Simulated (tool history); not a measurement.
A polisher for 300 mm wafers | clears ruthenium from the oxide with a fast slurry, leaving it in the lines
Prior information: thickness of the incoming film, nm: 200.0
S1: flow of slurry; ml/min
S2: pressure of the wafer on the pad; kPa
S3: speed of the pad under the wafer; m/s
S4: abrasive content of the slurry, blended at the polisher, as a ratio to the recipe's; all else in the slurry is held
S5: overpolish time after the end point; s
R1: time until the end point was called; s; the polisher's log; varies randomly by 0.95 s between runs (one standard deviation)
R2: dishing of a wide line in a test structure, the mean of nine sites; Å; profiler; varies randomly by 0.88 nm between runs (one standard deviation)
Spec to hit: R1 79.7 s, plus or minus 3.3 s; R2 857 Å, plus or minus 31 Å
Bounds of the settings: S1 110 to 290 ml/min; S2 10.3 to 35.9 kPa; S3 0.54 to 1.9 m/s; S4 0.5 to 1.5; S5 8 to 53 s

run  hour   S1    S2    S3    S4  S5      R1      R2
  1     0  185  22.8  1.22     1  27  35.983  1002.6
  2   4.4  185  21.4  1.18     1  29  39.859  1012.6
  3   5.7  185  21.4  1.18   1.1  29  37.962  1043.9
  4  10.1  185  21.4  1.28   1.1  29  35.011  1107.6
  5  14.3  185  19.3  1.28   1.1  29  37.182  1045.3
  6  20.2  185  19.3  1.28   1.1  18  37.488  721.34
  7  20.8  185  17.9  1.22   1.1  21  41.127  753.24
  8  22.9  185  16.5  1.16   1.1  23  45.934  750.84
  9  24.2  170  10.3  0.82  1.15  36  85.491  648.46
 10  28.2  170  10.3  0.82  1.15  37  86.108  661.07
 11  31.7  170  10.3  0.82  1.15  38  86.302  667.98
 12  33.3  170  10.3  0.82  1.15  39  87.075  688.73
 13  36.1  170  10.3  0.82  1.15  40  87.157  706.51
 14  44.1  175  10.3  0.82  1.15  41  86.002  727.61
 15  51.5  180  10.3  0.82  1.15  42  84.067  738.93
 16  56.9  180  10.3  0.82  1.15  43  85.628  752.75

4 next moves are on the table. One of them brings every result within its allowed miss. Which?
  A  62.3  200  12.4  0.94  0.95  48   ?   ?
  B  62.3  180  14.5  0.84  1.05  48   ?   ?
  C  62.3  170  12.4  0.78   1.2  48   ?   ?
  D  62.3  175  15.9  0.78     1  44   ?   ?

move      R1      R2
   A  70.794  937.81
   B  69.708  948.92
   C  78.795  863.16
   D  72.308  862.42
A: carries the result that was furthest off beyond its target, to the other side
B: carries the result that was furthest off beyond its target, to the other side
C: every result lands within tolerance
D: meets the target for the result that was furthest off, but another lies outside its allowed miss
Answer: C
